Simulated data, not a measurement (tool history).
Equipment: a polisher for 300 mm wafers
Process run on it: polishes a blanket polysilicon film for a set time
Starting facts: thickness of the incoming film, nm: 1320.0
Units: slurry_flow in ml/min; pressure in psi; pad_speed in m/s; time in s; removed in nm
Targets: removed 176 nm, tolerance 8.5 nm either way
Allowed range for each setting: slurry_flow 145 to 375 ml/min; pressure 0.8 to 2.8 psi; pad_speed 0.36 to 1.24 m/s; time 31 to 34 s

run 1 day=0 | slurry_flow=240 pressure=1.8 pad_speed=0.8 time=34 | removed=118.87
run 2 day=0.146 | slurry_flow=240 pressure=1.9 pad_speed=0.8 time=34 | removed=126.21
run 3 day=0.238 | slurry_flow=205 pressure=1.9 pad_speed=0.8 time=34 | removed=127.21
run 4 day=0.267 | slurry_flow=205 pressure=1.9 pad_speed=0.64 time=34 | removed=101.47
run 5 day=0.583 | slurry_flow=205 pressure=2.1 pad_speed=0.64 time=34 | removed=109.83
run 6 day=0.638 | slurry_flow=205 pressure=2.1 pad_speed=0.64 time=31 | removed=102.93
run 7 day=0.838 | slurry_flow=205 pressure=2.1 pad_speed=0.64 time=31 | removed=100.75
run 8 day=1.071 | slurry_flow=205 pressure=2.2 pad_speed=0.68 time=31 | removed=111.01
run 9 day=1.229 | slurry_flow=205 pressure=2.3 pad_speed=0.72 time=31 | removed=123.9
run 10 day=1.3 | slurry_flow=205 pressure=2.4 pad_speed=0.74 time=31 | removed=129.43
run 11 day=1.446 | slurry_flow=205 pressure=2.5 pad_speed=0.76 time=31 | removed=142.26
run 12 day=1.738 | slurry_flow=205 pressure=2.5 pad_speed=0.78 time=31 | removed=141.01
run 13 day=1.817 | slurry_flow=205 pressure=2.5 pad_speed=0.8 time=31 | removed=146.41
run 14 day=2.175 | slurry_flow=205 pressure=2.5 pad_speed=0.82 time=31 | removed=151.14
run 15 day=2.312 | slurry_flow=205 pressure=2.7 pad_speed=0.84 time=31 | removed=165.86

Pick the move, out of 5, that brings all results within their allowed miss; only one does.
run A day=2.45 | slurry_flow=160 pressure=2.8 pad_speed=0.78 time=31 | removed=?
run B day=2.45 | slurry_flow=150 pressure=2.6 pad_speed=0.72 time=34 | removed=?
run C day=2.45 | slurry_flow=145 pressure=2.5 pad_speed=0.98 time=31 | removed=?
run D day=2.45 | slurry_flow=200 pressure=2.6 pad_speed=0.8 time=31 | removed=?
run E day=2.45 | slurry_flow=200 pressure=2.8 pad_speed=0.68 time=33 | removed=?

move=A removed=157.01
move=B removed=148.19
move=C removed=174.08
move=D removed=152.34
move=E removed=149.21
A: moves away from the targets compared with the last run
B: moves away from the targets compared with the last run
C: every result lands within tolerance
D: moves away from the targets compared with the last run
E: moves away from the targets compared with the last run
The right move is C.

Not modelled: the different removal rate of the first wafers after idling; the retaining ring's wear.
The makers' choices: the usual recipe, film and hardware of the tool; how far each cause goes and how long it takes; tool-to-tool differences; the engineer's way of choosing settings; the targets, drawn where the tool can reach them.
